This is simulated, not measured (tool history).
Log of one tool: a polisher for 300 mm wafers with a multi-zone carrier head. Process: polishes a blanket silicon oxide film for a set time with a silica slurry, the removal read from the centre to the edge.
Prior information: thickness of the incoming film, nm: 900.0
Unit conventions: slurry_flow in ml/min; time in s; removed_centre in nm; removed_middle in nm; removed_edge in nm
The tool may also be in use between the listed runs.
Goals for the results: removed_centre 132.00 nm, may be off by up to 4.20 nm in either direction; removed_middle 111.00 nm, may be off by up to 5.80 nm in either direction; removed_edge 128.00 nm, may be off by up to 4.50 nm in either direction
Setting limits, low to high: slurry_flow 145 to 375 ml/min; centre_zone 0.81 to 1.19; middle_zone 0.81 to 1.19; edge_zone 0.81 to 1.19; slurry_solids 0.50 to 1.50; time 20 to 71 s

run	hour	slurry_flow	centre_zone	middle_zone	edge_zone	slurry_solids	time	removed_centre	removed_middle	removed_edge
1	0.0	240	1.00	1.00	1.00	1.00	45	201.68	207.31	199.72
2	0.9	230	1.01	0.94	1.00	0.85	42	180.77	167.80	180.36
3	2.3	230	1.01	0.94	1.00	1.00	42	187.08	178.91	187.88
4	5.0	230	0.97	0.94	1.00	1.00	42	180.82	177.02	186.54
5	11.4	230	0.91	0.94	1.00	1.00	42	169.56	177.51	186.82
6	16.4	205	0.91	0.94	1.00	1.00	42	168.98	176.93	186.70
7	19.4	210	0.94	0.92	0.96	0.85	40	157.39	152.44	163.92
8	28.0	210	0.94	0.89	0.92	0.75	39	145.30	142.86	151.72
9	28.9	200	0.97	0.86	0.91	0.65	38	137.99	122.74	139.42
10	35.9	190	0.97	0.85	0.88	0.65	38	136.19	122.48	135.42

Consider the 4 candidate settings below. Which is the only one whose results all fall within their allowed miss of target?
A	42.9	225	0.94	0.87	0.85	0.60	39	?	?	?
B	42.9	230	1.05	0.81	1.00	0.60	36	?	?	?
C	42.9	160	0.87	0.91	0.84	0.50	46	?	?	?
D	42.9	160	1.05	0.85	0.96	0.65	35	?	?	?

move	removed_centre	removed_middle	removed_edge
A	135.50	127.60	136.42
B	138.67	111.30	136.18
C	132.32	139.51	144.66
D	131.01	110.05	128.58
A: the biggest miss grows against the last run
B: the worst result of the last run now meets its target, but another is out of spec
C: the biggest miss grows against the last run
D: meets every target
So the answer is move D, the one that meets all the targets.

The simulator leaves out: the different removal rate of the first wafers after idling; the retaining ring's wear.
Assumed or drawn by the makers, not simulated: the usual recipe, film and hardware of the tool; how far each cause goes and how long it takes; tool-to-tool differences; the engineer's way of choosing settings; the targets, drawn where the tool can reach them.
